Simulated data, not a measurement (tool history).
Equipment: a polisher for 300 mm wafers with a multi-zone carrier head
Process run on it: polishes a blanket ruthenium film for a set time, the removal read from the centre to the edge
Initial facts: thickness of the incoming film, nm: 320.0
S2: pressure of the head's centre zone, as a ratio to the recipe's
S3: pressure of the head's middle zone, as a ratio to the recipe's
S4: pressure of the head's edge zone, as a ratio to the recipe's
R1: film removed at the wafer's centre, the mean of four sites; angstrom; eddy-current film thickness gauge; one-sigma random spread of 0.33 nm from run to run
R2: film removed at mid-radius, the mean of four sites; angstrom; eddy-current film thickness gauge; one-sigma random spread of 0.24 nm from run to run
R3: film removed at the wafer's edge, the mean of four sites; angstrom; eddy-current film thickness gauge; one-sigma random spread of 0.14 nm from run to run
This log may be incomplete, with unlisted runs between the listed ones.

{"run": 1, "hour": 0.0, "flow of slurry (ml/min)": 315, "S2": 1, "S3": 1, "S4": 1, "polishing time (s)": 35, "R1": 289.36, "R2": 292.1, "R3": 306.09}
{"run": 2, "hour": 3.5, "flow of slurry (ml/min)": 315, "S2": 1, "S3": 1, "S4": 1, "polishing time (s)": 38, "R1": 321.01, "R2": 325.78, "R3": 333.14}
{"run": 3, "hour": 4.3, "flow of slurry (ml/min)": 315, "S2": 1, "S3": 0.98, "S4": 0.99, "polishing time (s)": 37, "R1": 315.16, "R2": 312.26, "R3": 326.83}
{"run": 4, "hour": 9.9, "flow of slurry (ml/min)": 240, "S2": 1, "S3": 0.98, "S4": 0.99, "polishing time (s)": 37, "R1": 302.94, "R2": 312.49, "R3": 320.49}
{"run": 5, "hour": 14.3, "flow of slurry (ml/min)": 245, "S2": 1.01, "S3": 0.97, "S4": 0.98, "polishing time (s)": 36, "R1": 296.16, "R2": 296.97, "R3": 308.65}
{"run": 6, "hour": 22.3, "flow of slurry (ml/min)": 245, "S2": 1.01, "S3": 0.96, "S4": 0.97, "polishing time (s)": 35, "R1": 289.77, "R2": 285.49, "R3": 300.34}
{"run": 7, "hour": 23.4, "flow of slurry (ml/min)": 245, "S2": 1.01, "S3": 0.95, "S4": 0.96, "polishing time (s)": 34, "R1": 281.77, "R2": 266.47, "R3": 291.55}
{"run": 8, "hour": 27.7, "flow of slurry (ml/min)": 245, "S2": 1.01, "S3": 0.95, "S4": 0.95, "polishing time (s)": 33, "R1": 268, "R2": 263.83, "R3": 277.7}
{"run": 9, "hour": 31.0, "flow of slurry (ml/min)": 245, "S2": 1.01, "S3": 0.94, "S4": 0.94, "polishing time (s)": 33, "R1": 272.13, "R2": 262.13, "R3": 277.78}
{"run": 10, "hour": 38.7, "flow of slurry (ml/min)": 245, "S2": 1.01, "S3": 0.93, "S4": 0.93, "polishing time (s)": 32, "R1": 268.81, "R2": 257.38, "R3": 270.8}
{"run": 11, "hour": 45.3, "flow of slurry (ml/min)": 245, "S2": 1.01, "S3": 0.92, "S4": 0.93, "polishing time (s)": 31, "R1": 257.9, "R2": 242.76, "R3": 260.4}
{"run": 12, "hour": 50.6, "flow of slurry (ml/min)": 245, "S2": 1.01, "S3": 0.91, "S4": 0.93, "polishing time (s)": 31, "R1": 255.77, "R2": 237.87, "R3": 260.51}
{"run": 13, "hour": 55.6, "flow of slurry (ml/min)": 245, "S2": 1.01, "S3": 0.9, "S4": 0.92, "polishing time (s)": 31, "R1": 259.94, "R2": 243.39, "R3": 257.87}

Forecast run 14:
{"run": 14, "hour": 60.9, "flow of slurry (ml/min)": 245, "S2": 1.01, "S3": 0.89, "S4": 0.92, "polishing time (s)": 31, "R1": "?", "R2": "?", "R3": "?"}

{"run 14": {"R1": 260.72, "R2": 236.51, "R3": 258.18}}
